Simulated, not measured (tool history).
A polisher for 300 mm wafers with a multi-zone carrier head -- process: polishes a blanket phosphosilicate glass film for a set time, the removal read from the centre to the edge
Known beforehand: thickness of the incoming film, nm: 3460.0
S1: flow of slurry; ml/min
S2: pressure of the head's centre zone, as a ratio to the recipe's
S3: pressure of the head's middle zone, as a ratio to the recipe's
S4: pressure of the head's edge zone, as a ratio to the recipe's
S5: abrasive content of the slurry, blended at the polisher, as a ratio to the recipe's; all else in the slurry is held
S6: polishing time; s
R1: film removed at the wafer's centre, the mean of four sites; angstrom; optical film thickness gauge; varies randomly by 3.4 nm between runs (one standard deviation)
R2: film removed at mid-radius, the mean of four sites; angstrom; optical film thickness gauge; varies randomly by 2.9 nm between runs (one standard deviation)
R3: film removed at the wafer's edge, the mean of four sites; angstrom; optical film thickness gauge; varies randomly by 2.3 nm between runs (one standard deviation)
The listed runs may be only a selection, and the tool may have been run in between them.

run  hour   S1    S2    S3    S4    S5  S6      R1      R2      R3
  1     0  225     1     1     1     1  34  2288.4  2482.6  2501.8
  2   3.3  225     1  0.94     1     1  34  2294.8  2354.2  2496.8
  3  11.9  225     1  0.94     1   1.1  34  2401.3  2423.9  2583.7
  4  16.6  185     1  0.94     1   1.1  34  2280.3  2348.6  2503.1
  5  24.1  185     1  0.94     1  0.95  34  2249.2  2300.1  2387.8
  6  25.5  185     1  0.94     1   0.8  34    2077  2164.2  2309.3
  7  27.9  210  0.99  0.94  1.05   0.9  34  2156.3    2262  2490.2
  8  35.1  230  1.01  0.96  1.09  0.95  34  2291.9  2390.8  2590.7
  9  42.1  250     1  0.95  1.12     1  34  2338.7  2396.8  2692.5
 10  44.7  260  0.99  0.95  1.14  1.05  34  2342.6  2470.5  2746.6
 11  52.3  265  0.99  0.94  1.15   1.1  34  2397.2  2447.7  2815.5
 12  58.4  270  0.99  0.95  1.16  1.15  34  2481.2  2510.9  2910.5
 13  63.9  275  0.98  0.96  1.17   1.2  34  2449.8  2621.2  2951.9
 14  65.3  290     1  0.92  1.19   1.3  34  2606.9  2639.7  3014.8

What does the tool deliver on the next run?
 15  68.2  290   1  0.92  1.19  1.3  34   ?   ?   ?

R1: 2629.6 angstrom
R2: 2633.6 angstrom
R3: 3004.7 angstrom
